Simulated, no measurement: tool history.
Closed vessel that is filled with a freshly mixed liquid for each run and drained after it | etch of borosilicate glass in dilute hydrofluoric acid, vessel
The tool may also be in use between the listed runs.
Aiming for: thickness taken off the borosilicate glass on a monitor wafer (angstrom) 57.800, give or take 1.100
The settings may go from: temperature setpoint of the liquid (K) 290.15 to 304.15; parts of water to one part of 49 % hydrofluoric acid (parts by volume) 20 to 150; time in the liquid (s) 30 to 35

| run | hour | temperature setpoint of the liquid (K) | parts of water to one part of 49 % hydrofluoric acid (parts by volume) | time in the liquid (s) | thickness taken off the borosilicate glass on a monitor wafer (angstrom) |
|---|---|---|---|---|---|
| 1 | 0.0 | 296.15 | 85 | 35 | 80.199 |
| 2 | 3.9 | 295.15 | 85 | 35 | 77.041 |
| 3 | 6.3 | 295.15 | 85 | 30 | 66.158 |
| 4 | 8.9 | 294.65 | 85 | 30 | 64.414 |
| 5 | 10.9 | 294.65 | 85 | 30 | 65.004 |
| 6 | 16.5 | 294.65 | 110 | 30 | 48.417 |
| 7 | 23.6 | 295.15 | 110 | 30 | 49.429 |
|  | 29.7 | thermometer replaced |
| 8 | 29.7 | 295.65 | 110 | 30 | 46.802 |
| 9 | 34.9 | 296.65 | 110 | 30 | 49.058 |
| 10 | 37.8 | 297.65 | 110 | 30 | 50.681 |
| 11 | 44.6 | 298.65 | 110 | 30 | 52.234 |
| 12 | 50.4 | 299.15 | 110 | 30 | 53.342 |
| 13 | 54.0 | 299.65 | 110 | 30 | 54.336 |
| 14 | 59.5 | 300.15 | 110 | 30 | 55.449 |

Consider the 5 candidate settings below. Which is the only one whose results all fall within their allowed miss of target?
| A | 65.0 | 303.65 | 125 | 30 | ? |
| B | 65.0 | 297.65 | 115 | 35 | ? |
| C | 65.0 | 299.65 | 110 | 30 | ? |
| D | 65.0 | 301.15 | 110 | 30 | ? |
| E | 65.0 | 301.65 | 115 | 30 | ? |

| move | thickness taken off the borosilicate glass on a monitor wafer (angstrom) |
|---|---|
| A | 54.312 |
| B | 55.627 |
| C | 54.197 |
| D | 57.389 |
| E | 55.567 |
A: the biggest miss grows against the last run
B: closer than the last run, but not yet in spec
C: the biggest miss grows against the last run
D: all results land within tolerance of their targets
E: closer than the last run, but not yet in spec
Move D is the one to make.
